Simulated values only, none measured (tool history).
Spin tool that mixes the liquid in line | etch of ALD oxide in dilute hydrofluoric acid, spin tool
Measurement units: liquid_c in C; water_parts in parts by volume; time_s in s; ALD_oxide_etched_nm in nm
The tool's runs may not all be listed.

run	hour	liquid_c	water_parts	time_s	ALD_oxide_etched_nm
1	0	23	175	80	4.7191
2	3	24	170	80	5.0778
3	8.9	24	200	80	4.1711
4	11.6	24	260	80	3.0149
5	18.4	24	320	80	2.2986
6	21.3	26.5	320	80	2.5134
7	28.4	30.5	250	80	3.9651
8	37.1	30.5	235	80	4.283
9	43.3	30.5	220	80	4.6501
10	44.9	30.5	210	80	4.9797
11	46.1	30.5	210	80	4.9463

The next listed run, before its measurement:
12	48.3	30.5	200	80	?

Run 12 yielded ALD_oxide_etched_nm 5.2506 nm.

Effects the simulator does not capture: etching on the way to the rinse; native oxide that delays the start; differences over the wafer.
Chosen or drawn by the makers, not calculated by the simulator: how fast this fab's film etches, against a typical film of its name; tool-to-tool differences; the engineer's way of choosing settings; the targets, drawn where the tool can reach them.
